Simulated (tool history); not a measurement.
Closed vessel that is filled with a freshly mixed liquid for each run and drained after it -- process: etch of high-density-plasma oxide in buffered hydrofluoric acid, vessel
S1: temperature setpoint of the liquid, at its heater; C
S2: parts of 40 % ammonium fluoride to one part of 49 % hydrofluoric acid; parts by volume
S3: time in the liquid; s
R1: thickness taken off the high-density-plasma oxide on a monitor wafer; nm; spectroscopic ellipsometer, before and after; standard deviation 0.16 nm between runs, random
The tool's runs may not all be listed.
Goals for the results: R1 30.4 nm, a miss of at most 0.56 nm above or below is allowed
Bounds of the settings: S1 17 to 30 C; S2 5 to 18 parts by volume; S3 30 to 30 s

{"run": 1, "hour": 0.0, "S1": 22, "S2": 11, "S3": 30, "R1": 41.681}
{"run": 2, "hour": 5.8, "S1": 21.5, "S2": 11, "S3": 30, "R1": 40.467}
{"run": 3, "hour": 8.0, "S1": 21, "S2": 11, "S3": 30, "R1": 39.723}
{"run": 4, "hour": 11.7, "S1": 21, "S2": 11, "S3": 30, "R1": 39.515}
{"run": 5, "hour": 15.0, "S1": 21, "S2": 11, "S3": 30, "R1": 39.837}
{"run": 6, "hour": 18.4, "S1": 21, "S2": 11, "S3": 30, "R1": 39.242}
{"run": 7, "hour": 24.6, "S1": 20.5, "S2": 11, "S3": 30, "R1": 38.706}
{"run": 8, "hour": 29.2, "S1": 17, "S2": 12, "S3": 30, "R1": 29.331}

Which of these 4 next moves meets every target?
{"run": "A", "hour": 33.8, "S1": 17, "S2": 11.5, "S3": 30, "R1": "?"}
{"run": "B", "hour": 33.8, "S1": 17, "S2": 11, "S3": 30, "R1": "?"}
{"run": "C", "hour": 33.8, "S1": 19.5, "S2": 12.5, "S3": 30, "R1": "?"}
{"run": "D", "hour": 33.8, "S1": 18.5, "S2": 12, "S3": 30, "R1": "?"}

move=A R1=30.305
move=B R1=31.65
move=C R1=32.182
move=D R1=31.657
A: all results in spec
B: moves the result that the last run missed by most past its target, out the other side
C: moves the result that the last run missed by most past its target, out the other side
D: moves the result that the last run missed by most past its target, out the other side
A meets every target.
